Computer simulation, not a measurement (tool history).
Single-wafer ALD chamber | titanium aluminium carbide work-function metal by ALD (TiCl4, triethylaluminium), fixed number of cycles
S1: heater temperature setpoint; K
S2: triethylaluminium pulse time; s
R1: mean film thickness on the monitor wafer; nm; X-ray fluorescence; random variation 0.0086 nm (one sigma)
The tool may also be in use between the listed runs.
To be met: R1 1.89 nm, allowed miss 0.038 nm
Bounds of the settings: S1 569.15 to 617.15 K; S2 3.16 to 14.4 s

{"run": 1, "hour": 0.0, "S1": 593.15, "S2": 8.78, "R1": 2.0394}
{"run": 2, "hour": 2.4, "S1": 591.15, "S2": 8.62, "R1": 2.0281}
{"run": 3, "hour": 8.8, "S1": 600.15, "S2": 8.62, "R1": 2.0916}
{"run": 4, "hour": 13.8, "S1": 598.15, "S2": 8.37, "R1": 2.0615}
{"run": 5, "hour": 18.4, "S1": 596.15, "S2": 8.14, "R1": 2.0459}
{"run": 6, "hour": 27.1, "S1": 596.15, "S2": 6.88, "R1": 1.9752}
{"run": 7, "hour": 31.6, "S1": 595.15, "S2": 6.79, "R1": 1.9711}
{"run": 8, "hour": 39.0, "S1": 594.15, "S2": 6.7, "R1": 1.951}
{"run": 9, "hour": 44.8, "S1": 593.15, "S2": 6.64, "R1": 1.9418}
{"hour": 50.5, "done": "thermocouple changed; heater temperature recalibrated"}
{"run": 10, "hour": 50.5, "S1": 592.15, "S2": 6.59, "R1": 1.981}
{"run": 11, "hour": 55.6, "S1": 592.15, "S2": 6.26, "R1": 1.9471}
{"run": 12, "hour": 58.6, "S1": 591.15, "S2": 6.14, "R1": 1.9211}
{"run": 13, "hour": 67.6, "S1": 591.15, "S2": 6.1, "R1": 1.922}
{"run": 14, "hour": 69.4, "S1": 591.15, "S2": 6.05, "R1": 1.9348}

5 next moves are on the table. One of them brings every result within its allowed miss. Which?
{"run": "A", "hour": 71.2, "S1": 591.15, "S2": 5.53, "R1": "?"}
{"run": "B", "hour": 71.2, "S1": 596.15, "S2": 6.28, "R1": "?"}
{"run": "C", "hour": 71.2, "S1": 587.15, "S2": 7.61, "R1": "?"}
{"run": "D", "hour": 71.2, "S1": 593.15, "S2": 7.49, "R1": "?"}
{"run": "E", "hour": 71.2, "S1": 591.15, "S2": 6.95, "R1": "?"}

move=A R1=1.9043
move=B R1=1.9958
move=C R1=2.0047
move=D R1=2.043
move=E R1=2.0011
A: meets every target
B: further off than the last run
C: further off than the last run
D: further off than the last run
E: further off than the last run
The right move is A.
